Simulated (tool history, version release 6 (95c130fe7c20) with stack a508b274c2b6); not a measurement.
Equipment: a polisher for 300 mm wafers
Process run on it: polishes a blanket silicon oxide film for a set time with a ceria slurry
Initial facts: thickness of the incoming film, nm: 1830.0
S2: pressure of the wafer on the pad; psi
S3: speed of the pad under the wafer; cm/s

run 1 day=0 | flow_of_slurry_(ml/min)=185 S2=2.4 S3=130 polishing_time_(s)=40 | film_removed_(nm)=184.44
run 2 day=0.371 | flow_of_slurry_(ml/min)=185 S2=2.4 S3=130 polishing_time_(s)=40 | film_removed_(nm)=184.43
run 3 day=0.454 | flow_of_slurry_(ml/min)=160 S2=2.4 S3=130 polishing_time_(s)=40 | film_removed_(nm)=184.69
run 4 day=0.554 | flow_of_slurry_(ml/min)=140 S2=2.4 S3=130 polishing_time_(s)=40 | film_removed_(nm)=178.17
run 5 day=0.65 | flow_of_slurry_(ml/min)=140 S2=2.4 S3=130 polishing_time_(s)=35 | film_removed_(nm)=153.61
run 6 day=0.804 | flow_of_slurry_(ml/min)=135 S2=2.2 S3=130 polishing_time_(s)=35 | film_removed_(nm)=143.39
run 7 day=1.138 | flow_of_slurry_(ml/min)=135 S2=2 S3=130 polishing_time_(s)=35 | film_removed_(nm)=130.08
run 8 day=1.342 | flow_of_slurry_(ml/min)=135 S2=1.9 S3=130 polishing_time_(s)=35 | film_removed_(nm)=125.88
run 9 day=1.604 | flow_of_slurry_(ml/min)=135 S2=1.8 S3=130 polishing_time_(s)=35 | film_removed_(nm)=117.43
run 10 day=1.8 | flow_of_slurry_(ml/min)=130 S2=1.2 S3=128 polishing_time_(s)=35 | film_removed_(nm)=77.361
run 11 day=2.129 | flow_of_slurry_(ml/min)=135 S2=1.2 S3=128 polishing_time_(s)=35 | film_removed_(nm)=79.097
run 12 day=2.496 | flow_of_slurry_(ml/min)=140 S2=1.2 S3=128 polishing_time_(s)=35 | film_removed_(nm)=79.492
run 13 day=2.667 | flow_of_slurry_(ml/min)=145 S2=1.2 S3=128 polishing_time_(s)=35 | film_removed_(nm)=79.84
run 14 day=2.692 | flow_of_slurry_(ml/min)=150 S2=1.2 S3=128 polishing_time_(s)=35 | film_removed_(nm)=80.272
run 15 day=2.721 | flow_of_slurry_(ml/min)=155 S2=1.2 S3=128 polishing_time_(s)=35 | film_removed_(nm)=80.576
run 16 day=3.083 | flow_of_slurry_(ml/min)=160 S2=1.2 S3=128 polishing_time_(s)=35 | film_removed_(nm)=81.21

Run 17 is up next; what results do you expect?
run 17 day=3.454 | flow_of_slurry_(ml/min)=165 S2=1.2 S3=128 polishing_time_(s)=35 | film_removed_(nm)=?

film removed (nm): 80.803
